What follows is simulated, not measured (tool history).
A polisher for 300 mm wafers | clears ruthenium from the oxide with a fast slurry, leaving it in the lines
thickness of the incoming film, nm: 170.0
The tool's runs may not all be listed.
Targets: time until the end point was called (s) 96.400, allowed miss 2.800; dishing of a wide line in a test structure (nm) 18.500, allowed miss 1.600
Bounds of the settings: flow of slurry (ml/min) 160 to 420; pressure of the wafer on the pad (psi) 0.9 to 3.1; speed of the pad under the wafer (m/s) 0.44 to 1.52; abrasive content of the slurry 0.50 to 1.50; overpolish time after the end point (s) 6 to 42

run    day  flow of slurry (ml/min)  pressure of the wafer on the pad (psi)  speed of the pad under the wafer (m/s)  abrasive content of the slurry  overpolish time after the end point (s)  time until the end point was called (s)  dishing of a wide line in a test structure (nm)
  1  0.000                      270                                     2.0                                    0.98                            1.00                                       21                                   74.431                                           37.323
  2  0.162                      305                                     2.0                                    0.98                            1.00                                       21                                   72.273                                           39.863
  3  0.492                      295                                     1.9                                    0.98                            1.00                                       19                                   77.229                                           32.377
  4  0.612                      295                                     1.4                                    0.98                            1.00                                       19                                  103.550                                           24.827
  5  0.821                      300                                     1.4                                    0.98                            1.00                                       18                                  101.400                                           23.502
  6  0.979                      305                                     1.4                                    0.98                            1.00                                       17                                  102.230                                           23.002
  7  1.346                      310                                     1.4                                    0.98                            1.00                                       16                                  103.000                                           21.000
  8  1.667                      310                                     1.4                                    0.98                            1.00                                       15                                  102.080                                           20.490
  9  1.921                      315                                     1.4                                    0.98                            1.00                                       14                                  101.370                                           19.324
     2.171  -- head pressure recalibrated
 10  2.171                      320                                     1.4                                    0.98                            1.00                                       14                                   94.083                                           19.732

5 next moves are on the table. One of them brings every result within its allowed miss. Which?
  A  2.421                      380                                     1.4                                    0.86                            1.10                                       16                                        ?                                                ?
  B  2.421                      295                                     1.8                                    1.02                            0.75                                       12                                        ?                                                ?
  C  2.421                      315                                     1.5                                    0.92                            1.05                                       12                                        ?                                                ?
  D  2.421                      355                                     1.4                                    1.00                            1.05                                       13                                        ?                                                ?
  E  2.421                      380                                     2.4                                    0.62                            0.85                                       13                                        ?                                                ?

move  time until the end point was called (s)  dishing of a wide line in a test structure (nm)
   A                                   98.421                                           22.272
   B                                   90.577                                           18.314
   C                                   90.225                                           18.382
   D                                   88.003                                           20.328
   E                                   96.278                                           18.651
A: brings the result that was furthest off to its target, and leaves another outside
B: further off than the last run
C: further off than the last run
D: further off than the last run
E: meets every target
Move E is the one to make.
